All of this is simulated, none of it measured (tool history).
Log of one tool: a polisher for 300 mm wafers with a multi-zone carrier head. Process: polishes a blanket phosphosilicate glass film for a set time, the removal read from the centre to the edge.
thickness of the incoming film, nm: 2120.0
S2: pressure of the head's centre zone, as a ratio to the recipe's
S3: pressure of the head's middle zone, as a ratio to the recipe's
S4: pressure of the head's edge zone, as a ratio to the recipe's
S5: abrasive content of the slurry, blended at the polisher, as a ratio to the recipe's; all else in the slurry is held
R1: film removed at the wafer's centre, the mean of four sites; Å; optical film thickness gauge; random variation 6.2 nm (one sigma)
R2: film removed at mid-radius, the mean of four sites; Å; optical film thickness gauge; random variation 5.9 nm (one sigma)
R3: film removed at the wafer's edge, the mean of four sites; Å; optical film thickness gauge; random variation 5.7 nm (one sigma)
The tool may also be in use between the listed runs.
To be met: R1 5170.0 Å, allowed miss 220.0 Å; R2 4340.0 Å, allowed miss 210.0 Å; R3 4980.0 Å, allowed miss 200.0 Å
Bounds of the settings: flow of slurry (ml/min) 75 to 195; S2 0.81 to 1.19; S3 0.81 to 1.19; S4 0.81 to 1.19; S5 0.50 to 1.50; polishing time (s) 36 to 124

Run 1, hour 0.0: flow of slurry (ml/min) 125, S2 1.00, S3 1.00, S4 1.00, S5 1.00, polishing time (s) 79. Result: R1 7483.2 Å, R2 7208.2 Å, R3 7425.5 Å.
Run 2, hour 8.9: flow of slurry (ml/min) 120, S2 1.00, S3 0.96, S4 0.98, S5 0.90, polishing time (s) 77. Result: R1 6770.4 Å, R2 6532.2 Å, R3 6838.5 Å.
Run 3, hour 11.7: flow of slurry (ml/min) 120, S2 1.00, S3 0.96, S4 1.05, S5 0.90, polishing time (s) 77. Result: R1 6808.0 Å, R2 6409.3 Å, R3 7083.5 Å.
Run 4, hour 19.4: flow of slurry (ml/min) 115, S2 1.02, S3 0.94, S4 1.03, S5 0.80, polishing time (s) 74. Result: R1 6311.9 Å, R2 5515.4 Å, R3 6232.6 Å.
Run 5, hour 24.1: flow of slurry (ml/min) 110, S2 1.02, S3 0.93, S4 1.01, S5 0.75, polishing time (s) 74. Result: R1 5728.7 Å, R2 5365.2 Å, R3 5861.9 Å.
Run 6, hour 30.4: flow of slurry (ml/min) 105, S2 1.04, S3 0.91, S4 1.00, S5 0.70, polishing time (s) 74. Result: R1 5705.8 Å, R2 4880.2 Å, R3 5614.2 Å.
Run 7, hour 35.5: flow of slurry (ml/min) 100, S2 1.04, S3 0.90, S4 0.98, S5 0.70, polishing time (s) 74. Result: R1 5622.1 Å, R2 4881.7 Å, R3 5425.8 Å.
Run 8, hour 41.3: flow of slurry (ml/min) 95, S2 1.04, S3 0.89, S4 0.98, S5 0.70, polishing time (s) 74. Result: R1 5489.3 Å, R2 4752.3 Å, R3 5324.6 Å.
Run 9, hour 43.6: flow of slurry (ml/min) 90, S2 1.04, S3 0.88, S4 0.98, S5 0.70, polishing time (s) 74. Result: R1 5311.4 Å, R2 4545.9 Å, R3 5389.8 Å.
Run 10, hour 45.9: flow of slurry (ml/min) 90, S2 1.05, S3 0.88, S4 0.97, S5 0.70, polishing time (s) 74. Result: R1 5354.4 Å, R2 4557.8 Å, R3 5278.3 Å.
Run 11, hour 50.0: flow of slurry (ml/min) 85, S2 1.06, S3 0.88, S4 0.96, S5 0.70, polishing time (s) 74. Result: R1 5344.2 Å, R2 4517.3 Å, R3 5268.6 Å.

Which of these 5 next moves meets every target?
Run A, hour 54.1: flow of slurry (ml/min) 90, S2 1.02, S3 0.86, S4 0.98, S5 0.75, polishing time (s) 80. Result: R1 ?, R2 ?, R3 ?.
Run B, hour 54.1: flow of slurry (ml/min) 120, S2 0.94, S3 0.89, S4 1.02, S5 0.90, polishing time (s) 63. Result: R1 ?, R2 ?, R3 ?.
Run C, hour 54.1: flow of slurry (ml/min) 75, S2 1.02, S3 0.93, S4 1.10, S5 0.80, polishing time (s) 75. Result: R1 ?, R2 ?, R3 ?.
Run D, hour 54.1: flow of slurry (ml/min) 85, S2 1.10, S3 0.92, S4 1.00, S5 0.65, polishing time (s) 74. Result: R1 ?, R2 ?, R3 ?.
Run E, hour 54.1: flow of slurry (ml/min) 105, S2 0.98, S3 0.94, S4 0.94, S5 0.70, polishing time (s) 73. Result: R1 ?, R2 ?, R3 ?.

move      R1      R2      R3
   A  5836.5  5087.4  6082.5
   B  5167.2  4966.1  5721.8
   C  5238.4  4928.4  5986.5
   D  5211.5  4463.1  5129.4
   E  5194.6  5034.5  5387.3
A: further off than the last run
B: further off than the last run
C: further off than the last run
D: meets every target
E: further off than the last run
Move D is the one to make.

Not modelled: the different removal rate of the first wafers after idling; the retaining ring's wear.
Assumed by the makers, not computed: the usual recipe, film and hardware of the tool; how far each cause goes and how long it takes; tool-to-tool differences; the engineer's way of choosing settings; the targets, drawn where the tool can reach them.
